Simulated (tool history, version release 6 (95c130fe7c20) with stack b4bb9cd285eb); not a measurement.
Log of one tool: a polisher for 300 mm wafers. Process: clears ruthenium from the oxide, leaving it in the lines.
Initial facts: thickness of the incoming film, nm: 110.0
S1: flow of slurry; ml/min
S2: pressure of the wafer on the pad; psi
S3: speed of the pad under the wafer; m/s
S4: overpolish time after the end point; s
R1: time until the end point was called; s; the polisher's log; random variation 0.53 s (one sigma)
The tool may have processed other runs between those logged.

| run | hour | S1 | S2 | S3 | S4 | R1 |
|---|---|---|---|---|---|---|
| 1 | 0 | 260 | 1.5 | 1.22 | 35 | 92.471 |
| 2 | 7.4 | 260 | 1.5 | 1.48 | 35 | 75.152 |
| 3 | 14.3 | 260 | 1.6 | 1.48 | 35 | 71.475 |
| 4 | 23.1 | 260 | 1.7 | 1.48 | 35 | 66.931 |
| 5 | 25.5 | 260 | 1.5 | 1.48 | 35 | 73.309 |
| 6 | 31.8 | 260 | 1.6 | 1.48 | 35 | 71.417 |
| 7 | 32.7 | 260 | 1.7 | 1.48 | 35 | 66.681 |

Estimate the outcome of run 8 from the log above:
| 8 | 39.3 | 260 | 1.8 | 1.48 | 35 | ? |

R1: 63.088 s

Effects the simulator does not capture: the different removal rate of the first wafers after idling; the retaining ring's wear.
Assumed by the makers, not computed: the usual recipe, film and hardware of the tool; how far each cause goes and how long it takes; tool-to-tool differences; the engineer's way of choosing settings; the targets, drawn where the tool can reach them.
